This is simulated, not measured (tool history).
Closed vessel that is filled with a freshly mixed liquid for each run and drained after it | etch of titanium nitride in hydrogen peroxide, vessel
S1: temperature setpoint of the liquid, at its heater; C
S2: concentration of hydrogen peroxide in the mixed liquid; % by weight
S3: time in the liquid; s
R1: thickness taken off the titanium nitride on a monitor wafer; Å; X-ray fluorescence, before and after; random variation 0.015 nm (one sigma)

{"run": 1, "hour": 0.0, "S1": 49, "S2": 17, "S3": 95, "R1": 36.078}
{"run": 2, "hour": 4.8, "S1": 49, "S2": 17, "S3": 95, "R1": 36.428}
{"run": 3, "hour": 8.5, "S1": 47, "S2": 17, "S3": 95, "R1": 31.482}
{"run": 4, "hour": 12.0, "S1": 51.5, "S2": 17, "S3": 95, "R1": 43.333}
{"run": 5, "hour": 18.5, "S1": 49, "S2": 17, "S3": 95, "R1": 35.959}
{"hour": 24.9, "done": "peroxide flow meter replaced"}
{"run": 6, "hour": 24.9, "S1": 44.5, "S2": 17, "S3": 95, "R1": 25.383}
{"run": 7, "hour": 27.3, "S1": 43.5, "S2": 17, "S3": 95, "R1": 24.139}

Forecast run 8:
{"run": 8, "hour": 33.0, "S1": 42.5, "S2": 17, "S3": 95, "R1": "?"}

R1: 21.909 Å

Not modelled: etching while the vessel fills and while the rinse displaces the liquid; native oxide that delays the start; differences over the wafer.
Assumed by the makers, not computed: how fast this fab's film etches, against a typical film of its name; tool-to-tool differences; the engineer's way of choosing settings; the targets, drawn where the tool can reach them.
